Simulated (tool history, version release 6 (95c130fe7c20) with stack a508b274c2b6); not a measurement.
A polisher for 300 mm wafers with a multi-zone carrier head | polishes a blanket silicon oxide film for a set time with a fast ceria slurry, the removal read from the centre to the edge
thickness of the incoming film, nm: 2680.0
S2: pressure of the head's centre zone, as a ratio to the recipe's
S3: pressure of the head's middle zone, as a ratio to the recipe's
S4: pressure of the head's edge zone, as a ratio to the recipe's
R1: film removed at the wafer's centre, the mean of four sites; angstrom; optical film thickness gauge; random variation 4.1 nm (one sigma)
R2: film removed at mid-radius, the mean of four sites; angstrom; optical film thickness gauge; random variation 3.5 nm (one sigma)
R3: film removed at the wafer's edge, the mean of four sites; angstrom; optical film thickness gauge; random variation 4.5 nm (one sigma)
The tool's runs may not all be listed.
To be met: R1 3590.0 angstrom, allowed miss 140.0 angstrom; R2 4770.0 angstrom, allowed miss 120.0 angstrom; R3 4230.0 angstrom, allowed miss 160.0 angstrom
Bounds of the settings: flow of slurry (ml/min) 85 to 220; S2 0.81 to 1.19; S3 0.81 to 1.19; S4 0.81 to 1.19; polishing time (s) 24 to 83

Run 1, hour 0.0: flow of slurry (ml/min) 140, S2 1.00, S3 1.00, S4 1.00, polishing time (s) 53. Result: R1 4827.7 angstrom, R2 5068.8 angstrom, R3 4921.9 angstrom.
Run 2, hour 2.7: flow of slurry (ml/min) 140, S2 1.00, S3 1.08, S4 1.00, polishing time (s) 53. Result: R1 4810.4 angstrom, R2 5442.7 angstrom, R3 4956.5 angstrom.
Run 3, hour 10.5: flow of slurry (ml/min) 155, S2 1.00, S3 1.08, S4 1.00, polishing time (s) 53. Result: R1 5052.9 angstrom, R2 5567.0 angstrom, R3 5032.4 angstrom.
Run 4, hour 15.4: flow of slurry (ml/min) 140, S2 1.00, S3 1.08, S4 1.00, polishing time (s) 53. Result: R1 4929.8 angstrom, R2 5413.1 angstrom, R3 4889.7 angstrom.
Run 5, hour 17.5: flow of slurry (ml/min) 130, S2 0.95, S3 1.08, S4 0.98, polishing time (s) 52. Result: R1 4428.2 angstrom, R2 5275.0 angstrom, R3 4721.5 angstrom.
Run 6, hour 26.4: flow of slurry (ml/min) 120, S2 0.92, S3 1.07, S4 0.96, polishing time (s) 52. Result: R1 4184.1 angstrom, R2 5099.5 angstrom, R3 4619.8 angstrom.
Run 7, hour 29.7: flow of slurry (ml/min) 90, S2 0.83, S3 1.08, S4 0.87, polishing time (s) 51. Result: R1 3385.0 angstrom, R2 4572.7 angstrom, R3 4097.3 angstrom.
Run 8, hour 33.9: flow of slurry (ml/min) 95, S2 0.83, S3 1.08, S4 0.87, polishing time (s) 51. Result: R1 3365.1 angstrom, R2 4681.9 angstrom, R3 4214.3 angstrom.

4 next moves are on the table. One of them brings every result within its allowed miss. Which?
Run A, hour 38.1: flow of slurry (ml/min) 85, S2 0.92, S3 1.00, S4 0.84, polishing time (s) 53. Result: R1 ?, R2 ?, R3 ?.
Run B, hour 38.1: flow of slurry (ml/min) 85, S2 0.93, S3 1.09, S4 0.98, polishing time (s) 51. Result: R1 ?, R2 ?, R3 ?.
Run C, hour 38.1: flow of slurry (ml/min) 85, S2 0.86, S3 1.01, S4 0.89, polishing time (s) 55. Result: R1 ?, R2 ?, R3 ?.
Run D, hour 38.1: flow of slurry (ml/min) 120, S2 0.86, S3 1.09, S4 0.95, polishing time (s) 48. Result: R1 ?, R2 ?, R3 ?.

move      R1      R2      R3
   A  3733.7  4401.1  4042.9
   B  3634.5  4552.3  4168.2
   C  3620.1  4606.5  4304.4
   D  3606.4  4801.8  4171.2
A: takes the result that was furthest off past its target
B: brings the result that was furthest off to its target, and leaves another outside
C: brings the result that was furthest off to its target, and leaves another outside
D: meets every target
The right move is D.
